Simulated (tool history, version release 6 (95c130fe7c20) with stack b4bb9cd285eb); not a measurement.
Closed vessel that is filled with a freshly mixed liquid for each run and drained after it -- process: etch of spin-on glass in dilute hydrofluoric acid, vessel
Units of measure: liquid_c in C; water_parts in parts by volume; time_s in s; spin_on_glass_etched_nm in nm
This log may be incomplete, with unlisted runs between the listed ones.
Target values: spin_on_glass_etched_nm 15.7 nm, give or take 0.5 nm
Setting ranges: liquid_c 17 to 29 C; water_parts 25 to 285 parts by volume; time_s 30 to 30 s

{"run": 1, "day": 0.0, "liquid_c": 21, "water_parts": 155, "time_s": 30, "spin_on_glass_etched_nm": 6.5095}
{"run": 2, "day": 0.121, "liquid_c": 22.5, "water_parts": 140, "time_s": 30, "spin_on_glass_etched_nm": 7.6973}
{"run": 3, "day": 0.275, "liquid_c": 22.5, "water_parts": 140, "time_s": 30, "spin_on_glass_etched_nm": 7.7709}
{"run": 4, "day": 0.583, "liquid_c": 20, "water_parts": 140, "time_s": 30, "spin_on_glass_etched_nm": 6.9175}
{"run": 5, "day": 0.725, "liquid_c": 20, "water_parts": 190, "time_s": 30, "spin_on_glass_etched_nm": 4.9417}
{"run": 6, "day": 1.008, "liquid_c": 17.5, "water_parts": 190, "time_s": 30, "spin_on_glass_etched_nm": 4.4672}
{"run": 7, "day": 1.392, "liquid_c": 19.5, "water_parts": 165, "time_s": 30, "spin_on_glass_etched_nm": 5.7308}
{"run": 8, "day": 1.704, "liquid_c": 21, "water_parts": 145, "time_s": 30, "spin_on_glass_etched_nm": 7.0158}
{"run": 9, "day": 1.9, "liquid_c": 22.5, "water_parts": 130, "time_s": 30, "spin_on_glass_etched_nm": 8.2767}
{"run": 10, "day": 2.133, "liquid_c": 26.5, "water_parts": 65, "time_s": 30, "spin_on_glass_etched_nm": 21.529}
{"run": 11, "day": 2.417, "liquid_c": 25.5, "water_parts": 65, "time_s": 30, "spin_on_glass_etched_nm": 20.381}
{"run": 12, "day": 2.554, "liquid_c": 24.5, "water_parts": 65, "time_s": 30, "spin_on_glass_etched_nm": 19.922}

4 next moves are on the table. One of them brings every result within its allowed miss. Which?
{"run": "A", "day": 2.692, "liquid_c": 21.5, "water_parts": 65, "time_s": 30, "spin_on_glass_etched_nm": "?"}
{"run": "B", "day": 2.692, "liquid_c": 29, "water_parts": 90, "time_s": 30, "spin_on_glass_etched_nm": "?"}
{"run": "C", "day": 2.692, "liquid_c": 24.5, "water_parts": 80, "time_s": 30, "spin_on_glass_etched_nm": "?"}
{"run": "D", "day": 2.692, "liquid_c": 24.5, "water_parts": 75, "time_s": 30, "spin_on_glass_etched_nm": "?"}

move=A spin_on_glass_etched_nm=17.35
move=B spin_on_glass_etched_nm=16.351
move=C spin_on_glass_etched_nm=15.635
move=D spin_on_glass_etched_nm=16.785
A: an improvement on the last run, though not all results are within tolerance
B: an improvement on the last run, though not all results are within tolerance
C: every result lands within tolerance
D: an improvement on the last run, though not all results are within tolerance
Correct choice: C, which meets every target
